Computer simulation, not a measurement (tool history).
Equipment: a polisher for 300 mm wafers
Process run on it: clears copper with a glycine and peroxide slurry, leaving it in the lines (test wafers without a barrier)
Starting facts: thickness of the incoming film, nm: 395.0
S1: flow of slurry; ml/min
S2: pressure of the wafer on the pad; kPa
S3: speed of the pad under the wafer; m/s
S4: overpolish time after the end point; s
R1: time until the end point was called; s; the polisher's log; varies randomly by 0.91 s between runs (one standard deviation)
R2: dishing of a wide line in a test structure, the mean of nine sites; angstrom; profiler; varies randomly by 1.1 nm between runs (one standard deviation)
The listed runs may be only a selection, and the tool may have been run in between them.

Run 1, hour 0: S1 140 ml/min, S2 17.2 kPa, S3 0.8 m/s, S4 14 s. Result: R1 98.517 s, R2 449.51 angstrom.
Run 2, hour 1.7: S1 135 ml/min, S2 17.9 kPa, S3 0.8 m/s, S4 16 s. Result: R1 96.432 s, R2 540.6 angstrom.
Run 3, hour 8.9: S1 135 ml/min, S2 18.6 kPa, S3 0.8 m/s, S4 17 s. Result: R1 93.736 s, R2 567.57 angstrom.
Run 4, hour 10.5: S1 135 ml/min, S2 18.6 kPa, S3 0.8 m/s, S4 19 s. Result: R1 91.591 s, R2 631.9 angstrom.
Run 5, hour 13.5: S1 135 ml/min, S2 16.5 kPa, S3 0.8 m/s, S4 19 s. Result: R1 101.98 s, R2 582.39 angstrom.
Run 6, hour 20.4: S1 135 ml/min, S2 16.5 kPa, S3 0.94 m/s, S4 19 s. Result: R1 93.321 s, R2 624.73 angstrom.
Run 7, hour 26.1: S1 135 ml/min, S2 16.5 kPa, S3 0.94 m/s, S4 20 s. Result: R1 92.911 s, R2 631.21 angstrom.

Run 8, settings as shown, results not yet in. Your forecast:
At hour 30.6: slurry nozzle cleaned.
Run 8, hour 30.6: S1 135 ml/min, S2 16.5 kPa, S3 0.92 m/s, S4 21 s. Result: R1 ?, R2 ?.

Run 8 produced R1 86.612 s, R2 709.34 angstrom.
